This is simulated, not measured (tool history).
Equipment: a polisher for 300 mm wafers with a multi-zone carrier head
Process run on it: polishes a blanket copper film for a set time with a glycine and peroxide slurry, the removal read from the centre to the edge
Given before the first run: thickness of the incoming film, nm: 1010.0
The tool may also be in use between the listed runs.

run	hour	flow of slurry (ml/min)	pressure of the head's centre zone	pressure of the head's middle zone	pressure of the head's edge zone	polishing time (s)	film removed at the wafer's centre (angstrom)	film removed at mid-radius (angstrom)	film removed at the wafer's edge (angstrom)
1	0	180	1	1	1	42	2432.7	2361.4	2332.5
2	4.9	180	1.04	1	1	42	2568.1	2456.3	2322
3	8.2	175	1.01	1.01	0.97	41	2406.2	2316.1	2269.8
4	12.7	175	1.01	1.01	0.97	52	3048.6	2945.9	2843.5
5	13.5	160	1.01	1.01	0.97	52	3030.7	2864.8	2786.7
6	19.5	160	1.06	1.01	0.97	52	3139.3	2880.4	2819.7
7	25.2	120	0.96	1.03	0.95	40	2011.6	2106.3	2025.5
8	28.8	120	0.96	1.04	0.95	40	2043.2	2172.7	2059.2
9	32.6	120	0.95	1.04	0.95	40	1999.8	2115.1	2063.3
# hour 38.3: edge zone pressure recalibrated
10	38.3	120	0.95	1.05	0.94	40	2019.8	2119.2	2100.4
11	46.5	120	0.95	1.04	0.96	40	2012.9	2086.6	2124.6
12	50.6	120	0.95	1.04	0.95	40	2010.2	2164.5	2135.9
13	56.4	120	0.95	1.04	0.93	40	2009.4	2094.6	2109.7

Run 14 comes next. What will it give?
14	60.9	120	0.95	1.05	0.94	40	?	?	?

film removed at the wafer's centre (angstrom): 1982.2
film removed at mid-radius (angstrom): 2084.8
film removed at the wafer's edge (angstrom): 2065
